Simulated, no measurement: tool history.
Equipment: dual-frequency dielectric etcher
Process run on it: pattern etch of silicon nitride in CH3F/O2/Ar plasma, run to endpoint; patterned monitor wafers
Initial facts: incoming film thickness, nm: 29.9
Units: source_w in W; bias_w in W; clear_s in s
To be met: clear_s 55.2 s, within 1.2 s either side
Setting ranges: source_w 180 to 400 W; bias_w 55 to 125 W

| run | hour | source_w | bias_w | clear_s |
|---|---|---|---|---|
| 1 | 0 | 290 | 90 | 48.544 |
| 2 | 4.7 | 320 | 90 | 45.925 |
| 3 | 10.9 | 320 | 97 | 44.898 |
| 4 | 16.3 | 290 | 95 | 47.3 |
| 5 | 22.6 | 260 | 93 | 51.632 |
| 6 | 28.4 | 250 | 93 | 53.338 |
|  | 31.4 | bias power generator calibrated |
| 7 | 31.4 | 250 | 93 | 51.638 |
| 8 | 38.2 | 240 | 92 | 53.577 |

Below are 5 possible settings for the next run. Only one of them brings all results inside the allowed miss of their targets. Which is it?
| A | 45 | 210 | 106 | ? |
| B | 45 | 270 | 79 | ? |
| C | 45 | 210 | 97 | ? |
| D | 45 | 260 | 84 | ? |
| E | 45 | 240 | 93 | ? |

| move | clear_s |
|---|---|
| A | 55.576 |
| B | 52.623 |
| C | 57.622 |
| D | 52.629 |
| E | 53.284 |
A: every result within its allowed miss
B: moves away from the targets compared with the last run
C: the result that was furthest off in the last run now lies on the other side of its target
D: moves away from the targets compared with the last run
E: moves away from the targets compared with the last run
Go with A: it meets all targets.
